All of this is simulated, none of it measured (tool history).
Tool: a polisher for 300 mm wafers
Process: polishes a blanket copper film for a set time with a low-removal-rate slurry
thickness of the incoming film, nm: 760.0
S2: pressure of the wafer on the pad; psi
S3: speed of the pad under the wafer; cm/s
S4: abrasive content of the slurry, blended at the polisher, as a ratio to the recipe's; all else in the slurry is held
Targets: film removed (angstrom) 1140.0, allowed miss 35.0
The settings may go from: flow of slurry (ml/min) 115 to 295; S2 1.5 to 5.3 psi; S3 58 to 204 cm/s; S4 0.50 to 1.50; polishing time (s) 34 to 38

{"run": 1, "hour": 0.0, "flow of slurry (ml/min)": 190, "S2": 3.4, "S3": 130, "S4": 1.0, "polishing time (s)": 38, "film removed (angstrom)": 2020.1}
{"run": 2, "hour": 8.0, "flow of slurry (ml/min)": 190, "S2": 2.6, "S3": 130, "S4": 1.0, "polishing time (s)": 38, "film removed (angstrom)": 1613.2}
{"run": 3, "hour": 8.6, "flow of slurry (ml/min)": 190, "S2": 2.6, "S3": 162, "S4": 1.0, "polishing time (s)": 38, "film removed (angstrom)": 1957.5}
{"run": 4, "hour": 17.3, "flow of slurry (ml/min)": 190, "S2": 2.6, "S3": 176, "S4": 1.0, "polishing time (s)": 38, "film removed (angstrom)": 2140.8}
{"run": 5, "hour": 19.9, "flow of slurry (ml/min)": 190, "S2": 2.6, "S3": 194, "S4": 1.0, "polishing time (s)": 38, "film removed (angstrom)": 2353.8}
{"run": 6, "hour": 25.2, "flow of slurry (ml/min)": 190, "S2": 2.6, "S3": 204, "S4": 1.0, "polishing time (s)": 38, "film removed (angstrom)": 2497.5}
{"run": 7, "hour": 26.8, "flow of slurry (ml/min)": 185, "S2": 2.3, "S3": 180, "S4": 1.0, "polishing time (s)": 38, "film removed (angstrom)": 1933.0}
{"run": 8, "hour": 32.4, "flow of slurry (ml/min)": 170, "S2": 2.0, "S3": 170, "S4": 1.0, "polishing time (s)": 38, "film removed (angstrom)": 1575.2}
{"run": 9, "hour": 40.5, "flow of slurry (ml/min)": 155, "S2": 1.8, "S3": 168, "S4": 1.0, "polishing time (s)": 38, "film removed (angstrom)": 1397.5}
{"run": 10, "hour": 48.3, "flow of slurry (ml/min)": 145, "S2": 1.7, "S3": 168, "S4": 1.0, "polishing time (s)": 38, "film removed (angstrom)": 1307.5}
{"run": 11, "hour": 56.0, "flow of slurry (ml/min)": 135, "S2": 1.6, "S3": 168, "S4": 1.0, "polishing time (s)": 38, "film removed (angstrom)": 1197.1}
{"run": 12, "hour": 64.1, "flow of slurry (ml/min)": 130, "S2": 1.6, "S3": 168, "S4": 1.0, "polishing time (s)": 38, "film removed (angstrom)": 1202.7}

Which of these 5 next moves meets every target?
{"run": "A", "hour": 72.2, "flow of slurry (ml/min)": 155, "S2": 2.0, "S3": 152, "S4": 0.95, "polishing time (s)": 34, "film removed (angstrom)": "?"}
{"run": "B", "hour": 72.2, "flow of slurry (ml/min)": 160, "S2": 1.9, "S3": 144, "S4": 0.85, "polishing time (s)": 37, "film removed (angstrom)": "?"}
{"run": "C", "hour": 72.2, "flow of slurry (ml/min)": 130, "S2": 1.5, "S3": 184, "S4": 0.95, "polishing time (s)": 38, "film removed (angstrom)": "?"}
{"run": "D", "hour": 72.2, "flow of slurry (ml/min)": 120, "S2": 1.6, "S3": 178, "S4": 1.05, "polishing time (s)": 37, "film removed (angstrom)": "?"}
{"run": "E", "hour": 72.2, "flow of slurry (ml/min)": 150, "S2": 1.5, "S3": 188, "S4": 0.85, "polishing time (s)": 34, "film removed (angstrom)": "?"}

move=A film_removed_(angstrom)=1243.9
move=B film_removed_(angstrom)=1213.7
move=C film_removed_(angstrom)=1230.3
move=D film_removed_(angstrom)=1223.6
move=E film_removed_(angstrom)=1143.9
A: further off than the last run
B: further off than the last run
C: further off than the last run
D: further off than the last run
E: meets every target
The right move is E.

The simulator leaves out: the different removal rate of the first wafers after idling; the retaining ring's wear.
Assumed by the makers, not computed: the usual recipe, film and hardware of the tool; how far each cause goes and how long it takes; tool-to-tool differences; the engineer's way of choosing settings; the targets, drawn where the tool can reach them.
